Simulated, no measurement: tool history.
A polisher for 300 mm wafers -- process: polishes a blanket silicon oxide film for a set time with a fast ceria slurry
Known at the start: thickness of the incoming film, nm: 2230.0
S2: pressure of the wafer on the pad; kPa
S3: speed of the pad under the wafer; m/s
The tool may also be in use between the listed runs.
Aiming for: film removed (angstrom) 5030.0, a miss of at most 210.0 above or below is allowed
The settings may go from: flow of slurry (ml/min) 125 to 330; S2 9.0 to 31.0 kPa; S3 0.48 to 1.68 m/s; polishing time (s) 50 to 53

run 1 day=0.000 | flow_of_slurry_(ml/min)=210 S2=20.0 S3=1.08 polishing_time_(s)=50 | film_removed_(angstrom)=9928.7
run 2 day=0.067 | flow_of_slurry_(ml/min)=210 S2=17.9 S3=1.06 polishing_time_(s)=50 | film_removed_(angstrom)=8902.2
run 3 day=0.275 | flow_of_slurry_(ml/min)=210 S2=17.9 S3=1.06 polishing_time_(s)=50 | film_removed_(angstrom)=9078.2
run 4 day=0.583 | flow_of_slurry_(ml/min)=210 S2=17.9 S3=1.06 polishing_time_(s)=53 | film_removed_(angstrom)=9373.9
run 5 day=0.612 | flow_of_slurry_(ml/min)=210 S2=15.9 S3=1.02 polishing_time_(s)=53 | film_removed_(angstrom)=8204.4
run 6 day=0.854 | flow_of_slurry_(ml/min)=185 S2=15.9 S3=1.02 polishing_time_(s)=53 | film_removed_(angstrom)=7868.6
run 7 day=1.183 | flow_of_slurry_(ml/min)=180 S2=14.5 S3=1.02 polishing_time_(s)=53 | film_removed_(angstrom)=7274.0
run 8 day=1.471 | flow_of_slurry_(ml/min)=180 S2=14.5 S3=1.02 polishing_time_(s)=53 | film_removed_(angstrom)=7364.6
run 9 day=1.650 | flow_of_slurry_(ml/min)=180 S2=9.0 S3=0.88 polishing_time_(s)=53 | film_removed_(angstrom)=4075.9
run 10 day=2.004 | flow_of_slurry_(ml/min)=180 S2=9.7 S3=0.88 polishing_time_(s)=53 | film_removed_(angstrom)=4362.9
run 11 day=2.338 | flow_of_slurry_(ml/min)=180 S2=10.3 S3=0.88 polishing_time_(s)=53 | film_removed_(angstrom)=4648.5

Exercise: of the 4 proposed moves below, exactly one satisfies all targets within the stated allowed misses. Which move is it?
run A day=2.671 | flow_of_slurry_(ml/min)=180 S2=12.4 S3=0.76 polishing_time_(s)=50 | film_removed_(angstrom)=?
run B day=2.671 | flow_of_slurry_(ml/min)=155 S2=13.1 S3=0.78 polishing_time_(s)=53 | film_removed_(angstrom)=?
run C day=2.671 | flow_of_slurry_(ml/min)=215 S2=9.0 S3=0.88 polishing_time_(s)=52 | film_removed_(angstrom)=?
run D day=2.671 | flow_of_slurry_(ml/min)=160 S2=10.3 S3=0.80 polishing_time_(s)=53 | film_removed_(angstrom)=?

move=A film_removed_(angstrom)=4504.5
move=B film_removed_(angstrom)=5075.1
move=C film_removed_(angstrom)=4035.2
move=D film_removed_(angstrom)=4168.5
A: its largest miss is bigger than the last run's
B: all results land within tolerance of their targets
C: its largest miss is bigger than the last run's
D: its largest miss is bigger than the last run's
The move that meets every target is B.

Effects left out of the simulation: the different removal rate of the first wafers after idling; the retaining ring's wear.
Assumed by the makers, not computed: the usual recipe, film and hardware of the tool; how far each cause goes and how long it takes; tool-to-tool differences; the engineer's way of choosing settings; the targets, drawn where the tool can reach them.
